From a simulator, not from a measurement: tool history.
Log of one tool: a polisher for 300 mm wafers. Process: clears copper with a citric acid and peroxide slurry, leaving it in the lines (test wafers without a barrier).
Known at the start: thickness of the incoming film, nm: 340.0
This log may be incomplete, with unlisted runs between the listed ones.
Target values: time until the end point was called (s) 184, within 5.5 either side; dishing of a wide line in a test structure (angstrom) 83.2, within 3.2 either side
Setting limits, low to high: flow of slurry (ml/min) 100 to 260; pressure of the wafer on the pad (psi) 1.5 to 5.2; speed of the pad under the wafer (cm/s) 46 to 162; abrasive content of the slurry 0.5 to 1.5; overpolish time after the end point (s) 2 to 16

run	hour	flow of slurry (ml/min)	pressure of the wafer on the pad (psi)	speed of the pad under the wafer (cm/s)	abrasive content of the slurry	overpolish time after the end point (s)	time until the end point was called (s)	dishing of a wide line in a test structure (angstrom)
1	0	165	3.3	104	1	8	119.08	137.2
2	1.5	165	2.9	104	1	8	131.25	124.04
3	9.1	165	2.9	120	1	8	115.37	141.52
4	11.2	160	2.4	118	1	8	140.72	121.14
5	12.4	200	2.4	118	1	8	133.67	122.49
6	15.4	200	2.4	118	1.1	8	129.97	128.04
7	22.8	195	2.1	116	1.1	8	149.61	114.05
8	30.8	190	1.9	116	1.05	8	164.2	102.89
9	33.1	185	1.8	116	1.05	8	172.16	99.216

Exercise: of the 5 proposed moves below, exactly one satisfies all targets within the stated allowed misses. Which move is it?
A	35.4	185	1.7	112	1.05	12	?	?
B	35.4	185	1.5	126	1	7	?	?
C	35.4	130	2	108	1.05	8	?	?
D	35.4	215	1.8	116	1.1	7	?	?
E	35.4	190	1.9	90	1.3	13	?	?

move	time until the end point was called (s)	dishing of a wide line in a test structure (angstrom)
A	183.67	134.93
B	183.79	82.716
C	175.87	97.729
D	165.47	91.317
E	192.21	139.43
A: further off than the last run
B: all results land within tolerance of their targets
C: an improvement on the last run, though not all results are within tolerance
D: an improvement on the last run, though not all results are within tolerance
E: further off than the last run
Move B is the one to make.

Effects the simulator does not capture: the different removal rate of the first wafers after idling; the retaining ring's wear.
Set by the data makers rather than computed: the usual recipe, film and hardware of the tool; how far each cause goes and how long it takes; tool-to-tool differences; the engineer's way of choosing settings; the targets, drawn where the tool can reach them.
